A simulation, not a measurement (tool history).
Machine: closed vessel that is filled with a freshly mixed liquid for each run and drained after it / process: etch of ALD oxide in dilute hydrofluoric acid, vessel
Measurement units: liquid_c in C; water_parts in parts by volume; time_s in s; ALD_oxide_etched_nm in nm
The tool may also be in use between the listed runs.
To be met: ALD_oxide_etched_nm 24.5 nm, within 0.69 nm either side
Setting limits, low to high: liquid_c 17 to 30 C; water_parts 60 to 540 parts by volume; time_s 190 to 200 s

Run 1, hour 0: liquid_c 22 C, water_parts 300 parts by volume, time_s 190 s. Result: ALD_oxide_etched_nm 9.8669 nm.
Run 2, hour 5.2: liquid_c 22 C, water_parts 360 parts by volume, time_s 190 s. Result: ALD_oxide_etched_nm 7.9319 nm.
Run 3, hour 6.9: liquid_c 24 C, water_parts 295 parts by volume, time_s 190 s. Result: ALD_oxide_etched_nm 11.048 nm.
Run 4, hour 8.3: liquid_c 25.5 C, water_parts 255 parts by volume, time_s 190 s. Result: ALD_oxide_etched_nm 13.83 nm.
Run 5, hour 14.2: liquid_c 25.5 C, water_parts 255 parts by volume, time_s 190 s. Result: ALD_oxide_etched_nm 13.882 nm.
Run 6, hour 16.8: liquid_c 26.5 C, water_parts 230 parts by volume, time_s 190 s. Result: ALD_oxide_etched_nm 16.467 nm.
Run 7, hour 23.4: liquid_c 27.5 C, water_parts 215 parts by volume, time_s 190 s. Result: ALD_oxide_etched_nm 18.586 nm.
Run 8, hour 31.3: liquid_c 28 C, water_parts 205 parts by volume, time_s 190 s. Result: ALD_oxide_etched_nm 19.957 nm.
Run 9, hour 39.2: liquid_c 28.5 C, water_parts 200 parts by volume, time_s 190 s. Result: ALD_oxide_etched_nm 21.041 nm.
Run 10, hour 40.2: liquid_c 29 C, water_parts 195 parts by volume, time_s 190 s. Result: ALD_oxide_etched_nm 21.854 nm.
Run 11, hour 43: liquid_c 29.5 C, water_parts 190 parts by volume, time_s 190 s. Result: ALD_oxide_etched_nm 23.107 nm.

Next run, 4 choices. One meets every target within its allowed miss, the rest don't. Which?
Run A, hour 45.8: liquid_c 29.5 C, water_parts 195 parts by volume, time_s 190 s. Result: ALD_oxide_etched_nm ?.
Run B, hour 45.8: liquid_c 29 C, water_parts 180 parts by volume, time_s 190 s. Result: ALD_oxide_etched_nm ?.
Run C, hour 45.8: liquid_c 30 C, water_parts 200 parts by volume, time_s 200 s. Result: ALD_oxide_etched_nm ?.
Run D, hour 45.8: liquid_c 28.5 C, water_parts 205 parts by volume, time_s 200 s. Result: ALD_oxide_etched_nm ?.

move  ALD_oxide_etched_nm
   A               22.346
   B               24.228
   C               23.194
   D               21.349
A: misses by more than the last run did
B: every result lands within tolerance
C: closer than the last run, but not yet in spec
D: misses by more than the last run did
B meets every target.
